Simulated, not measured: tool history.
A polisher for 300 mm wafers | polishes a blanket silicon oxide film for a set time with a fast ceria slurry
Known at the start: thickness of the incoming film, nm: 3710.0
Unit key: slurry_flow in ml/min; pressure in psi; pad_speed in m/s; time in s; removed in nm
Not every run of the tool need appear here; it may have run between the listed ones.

run  hour  slurry_flow  pressure  pad_speed  time  removed
  1   0.0          310       1.8       0.82    82   556.03
  2   0.9          305       1.7       0.82    82   519.90
  3   1.4          305       1.9       0.82    82   573.33
  4   6.0          300       1.8       0.82    82   545.19
  5   7.4          300       1.8       1.00    82   641.19
  6  12.3          300       1.4       1.00    82   501.76
  7  17.1          295       1.4       1.00    82   505.86

The next listed run, before its measurement:
  8  18.2          290       1.4       1.00    82        ?

{"run 8": {"removed": 507.33}}
